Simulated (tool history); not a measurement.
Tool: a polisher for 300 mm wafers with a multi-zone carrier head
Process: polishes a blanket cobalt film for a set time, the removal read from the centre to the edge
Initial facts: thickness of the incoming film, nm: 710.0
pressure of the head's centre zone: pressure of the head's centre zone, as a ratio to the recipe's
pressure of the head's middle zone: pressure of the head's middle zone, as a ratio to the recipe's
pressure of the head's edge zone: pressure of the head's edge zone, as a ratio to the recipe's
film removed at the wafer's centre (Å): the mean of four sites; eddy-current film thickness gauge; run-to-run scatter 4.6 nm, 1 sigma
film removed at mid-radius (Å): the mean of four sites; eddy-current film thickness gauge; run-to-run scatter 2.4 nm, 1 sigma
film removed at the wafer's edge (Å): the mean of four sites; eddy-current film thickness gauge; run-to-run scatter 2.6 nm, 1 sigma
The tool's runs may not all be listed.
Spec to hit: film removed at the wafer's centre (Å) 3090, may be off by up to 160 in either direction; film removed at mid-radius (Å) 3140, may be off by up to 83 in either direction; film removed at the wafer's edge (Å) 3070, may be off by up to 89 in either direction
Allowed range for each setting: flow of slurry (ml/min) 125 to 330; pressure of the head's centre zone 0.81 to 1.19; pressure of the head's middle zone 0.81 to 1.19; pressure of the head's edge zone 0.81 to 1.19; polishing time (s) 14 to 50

run,hour,flow of slurry (ml/min),pressure of the head's centre zone,pressure of the head's middle zone,pressure of the head's edge zone,polishing time (s),film removed at the wafer's centre (Å),film removed at mid-radius (Å),film removed at the wafer's edge (Å)
1,0,210,1,1,1,32,1982.1,2214.9,2256.4
2,5,210,1,1,0.97,32,1935.2,2195.1,2248.7
3,5.7,215,1.02,1.01,0.99,33,2110.7,2276.7,2358.5
4,6.8,225,1.03,1.03,1,34,2187.3,2427.1,2420.6
5,12.8,225,1,1.03,1,34,2113.5,2438.6,2393.1
6,16.7,225,1,1.07,1,34,2140.5,2515.3,2374.5
7,23.8,225,1.02,1.07,1.01,35,2263.7,2568.7,2519.9
8,29.4,230,1.04,1.09,1.02,35,2310.7,2632,2514.4
9,38.3,235,1.06,1.1,1.03,36,2389.5,2760.1,2607.4
10,40.3,240,1.08,1.1,1.03,37,2528.3,2783.6,2664
11,41.8,240,1.09,1.11,1.04,37,2538.4,2869,2692.1
12,44.2,245,1.1,1.11,1.04,37,2617.8,2799,2662.2
13,47.8,245,1.11,1.11,1.05,37,2617.1,2847.8,2640.7
14,53.6,245,1.11,1.1,1.05,38,2753.7,2937.5,2730.5
15,56.8,240,1.11,1.09,1.06,39,2757.3,2972.7,2804.1
16,64.8,240,1.11,1.08,1.06,39,2761.1,2905.8,2844
17,72.5,245,1.12,1.08,1.07,39,2846.1,2952.5,2847.2
18,77.4,245,1.12,1.08,1.07,39,2803.5,2919.4,2831.3
19,83.6,245,1.12,1.08,1.08,39,2774.1,2934.3,2911
20,91.5,250,1.13,1.08,1.08,39,2874.4,2938.9,2842
21,93.6,255,1.13,1.08,1.09,39,2814.6,2926.5,2866.8
22,101.1,255,1.14,1.08,1.1,39,2752.1,2939.5,2943.5
23,106.4,255,1.15,1.08,1.1,39,2904.8,2914.4,2914.6
24,110.5,260,1.15,1.09,1.1,39,2866.1,2991.2,2914
# hour 118: centre zone pressure recalibrated
25,118,265,1.16,1.09,1.1,39,3248.7,2927.3,2878.5
26,122.4,270,1.15,1.1,1.12,40,3290,3108.7,3010.7
27,131.2,265,1.15,1.1,1.12,40,3378.5,3073.5,3021.6
28,138.4,260,1.15,1.1,1.12,40,3358,3055.8,2998.2
29,144.8,255,1.15,1.08,1.1,41,3425.4,3114.2,3071.2

Which single option among these 4 for the next run brings every result within its allowed miss of target? Just one does.
A,151.2,220,1.11,1.11,1.11,43,?,?,?
B,151.2,200,1.07,1.15,1.19,41,?,?,?
C,151.2,285,1.18,1.09,1.19,39,?,?,?
D,151.2,300,1.17,1.06,1.01,42,?,?,?

move,film removed at the wafer's centre (Å),film removed at mid-radius (Å),film removed at the wafer's edge (Å)
A,3369.5,3249.6,3132.6
B,3054.7,3150.5,3044.4
C,3355.4,2987.5,2989.2
D,3601.8,3162.1,3026.2
A: gains on the last run, yet a result remains outside its allowed miss
B: every result within its allowed miss
C: gains on the last run, yet a result remains outside its allowed miss
D: its largest miss is bigger than the last run's
Answer: B

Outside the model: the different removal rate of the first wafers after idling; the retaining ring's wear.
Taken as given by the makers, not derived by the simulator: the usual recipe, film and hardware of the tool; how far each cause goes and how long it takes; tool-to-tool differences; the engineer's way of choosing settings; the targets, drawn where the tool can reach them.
